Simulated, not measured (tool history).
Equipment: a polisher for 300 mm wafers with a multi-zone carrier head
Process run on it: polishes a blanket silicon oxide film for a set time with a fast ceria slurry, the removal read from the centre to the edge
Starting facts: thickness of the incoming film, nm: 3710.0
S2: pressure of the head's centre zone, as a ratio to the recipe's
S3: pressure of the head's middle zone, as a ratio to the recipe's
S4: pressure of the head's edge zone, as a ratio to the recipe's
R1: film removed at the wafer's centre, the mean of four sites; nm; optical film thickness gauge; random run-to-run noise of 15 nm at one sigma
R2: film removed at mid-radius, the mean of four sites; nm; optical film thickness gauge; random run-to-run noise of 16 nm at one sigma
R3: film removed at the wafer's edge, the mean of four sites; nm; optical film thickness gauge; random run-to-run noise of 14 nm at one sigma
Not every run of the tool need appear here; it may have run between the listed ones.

run 1 hour=0 | flow_of_slurry_(ml/min)=225 S2=1 S3=1 S4=1 polishing_time_(s)=50 | R1=763.34 R2=730.63 R3=770.23
run 2 hour=5 | flow_of_slurry_(ml/min)=265 S2=1 S3=1 S4=1 polishing_time_(s)=50 | R1=779.69 R2=740.1 R3=786.23
run 3 hour=12.1 | flow_of_slurry_(ml/min)=265 S2=1 S3=1.05 S4=1 polishing_time_(s)=50 | R1=762.91 R2=798.19 R3=783.87
run 4 hour=12.7 | flow_of_slurry_(ml/min)=210 S2=1 S3=1.05 S4=1 polishing_time_(s)=50 | R1=757.67 R2=766.59 R3=781.94
run 5 hour=14.5 | flow_of_slurry_(ml/min)=210 S2=1 S3=1.08 S4=1.03 polishing_time_(s)=55 | R1=824.97 R2=851.75 R3=850.12
run 6 hour=17.7 | flow_of_slurry_(ml/min)=210 S2=0.98 S3=1.09 S4=1.04 polishing_time_(s)=60 | R1=882.03 R2=938.61 R3=951.35

Run 7 has not been measured yet. What should we expect?
run 7 hour=23.2 | flow_of_slurry_(ml/min)=210 S2=0.98 S3=1.09 S4=1.04 polishing_time_(s)=60 | R1=? R2=? R3=?

Run 7 measured R1 905.04 nm, R2 970.04 nm, R3 927.89 nm.
